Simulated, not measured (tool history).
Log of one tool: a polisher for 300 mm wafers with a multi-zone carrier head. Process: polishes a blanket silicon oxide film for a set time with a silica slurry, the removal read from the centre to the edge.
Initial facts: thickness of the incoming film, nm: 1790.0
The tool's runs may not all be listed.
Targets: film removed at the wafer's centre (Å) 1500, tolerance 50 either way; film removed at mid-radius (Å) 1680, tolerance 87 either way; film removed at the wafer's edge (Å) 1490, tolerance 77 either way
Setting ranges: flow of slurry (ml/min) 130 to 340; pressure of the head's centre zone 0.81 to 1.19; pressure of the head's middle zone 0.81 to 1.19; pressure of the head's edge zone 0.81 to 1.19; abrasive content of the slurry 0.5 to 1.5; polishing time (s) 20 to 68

run    day  flow of slurry (ml/min)  pressure of the head's centre zone  pressure of the head's middle zone  pressure of the head's edge zone  abrasive content of the slurry  polishing time (s)  film removed at the wafer's centre (Å)  film removed at mid-radius (Å)  film removed at the wafer's edge (Å)
  1      0                      220                                   1                                   1                                 1                               1                  44                                  1977.7                          2010.7                                1961.1
  2  0.338                      220                                   1                                   1                              1.06                               1                  44                                  1981.9                          2030.3                                2088.2
  3  0.362                      220                                   1                                   1                              1.06                               1                  39                                  1742.7                          1712.9                                1798.2
  4  0.533                      220                                0.99                                   1                              1.04                               1                  39                                  1696.2                          1790.3                                1780.5
  5  0.896                      220                                0.99                                   1                              1.04                               1                  30                                  1322.4                          1375.4                                1362.2
  6  1.133                      225                                0.99                                1.02                              1.04                               1                  30                                  1361.4                          1428.1                                1352.4
  7  1.354                      230                                0.99                                1.03                              1.05                               1                  30                                  1352.2                          1424.5                                1344.7
  8  1.675                      230                                0.99                                1.04                              1.05                               1                  30                                  1344.9                          1411.1                                1385.1
  9  1.904                      230                                0.99                                1.05                              1.04                            1.05                  30                                    1375                          1449.9                                1421.3
 10  2.017                      235                                0.99                                1.06                              1.03                            1.05                  30                                  1398.3                          1505.1                                  1407
 11  2.325                      240                                0.99                                1.07                              1.03                            1.05                  30                                  1384.3                          1526.3                                1400.5
 12  2.471                      245                                0.99                                1.08                              1.03                            1.05                  30                                  1376.9                          1517.9                                1431.1
 13  2.704                      245                                   1                                1.09                              1.02                            1.05                  30                                  1392.7                          1492.5                                1396.9
 14  3.012                      245                                   1                                 1.1                              1.01                            1.05                  30                                  1387.8                          1551.2                                1378.2
 15  3.104                      245                                   1                                 1.1                              1.01                            1.05                  30                                  1386.5                          1504.8                                1400.2
 16  3.312                      250                                   1                                1.11                                 1                            1.05                  30                                    1382                          1529.4                                  1413
 17  3.417                      250                                   1                                1.11                                 1                            1.05                  30                                  1421.5                          1522.4                                1416.2
 18  3.662                      275                                1.01                                1.19                              1.03                             1.1                  30                                  1444.1                          1688.4                                1444.5

Which single option among these 4 for the next run brings every result within its allowed miss of target? Just one does.
  A  3.908                      255                                0.87                                1.19                              1.05                             1.1                  32                                       ?                               ?                                     ?
  B  3.908                      275                                0.98                                1.19                              1.01                             1.3                  27                                       ?                               ?                                     ?
  C  3.908                      180                                1.02                                1.14                              0.99                             1.3                  31                                       ?                               ?                                     ?
  D  3.908                      255                                0.87                                1.06                               1.1                             1.1                  31                                       ?                               ?                                     ?

move  film removed at the wafer's centre (Å)  film removed at mid-radius (Å)  film removed at the wafer's edge (Å)
   A                                  1392.7                          1802.6                                1559.7
   B                                  1351.1                          1623.8                                1376.3
   C                                  1502.4                          1707.3                                1507.7
   D                                  1347.9                            1581                                1549.2
A: the biggest miss grows against the last run
B: the biggest miss grows against the last run
C: meets every target
D: the biggest miss grows against the last run
So the answer is move C, the one that meets all the targets.
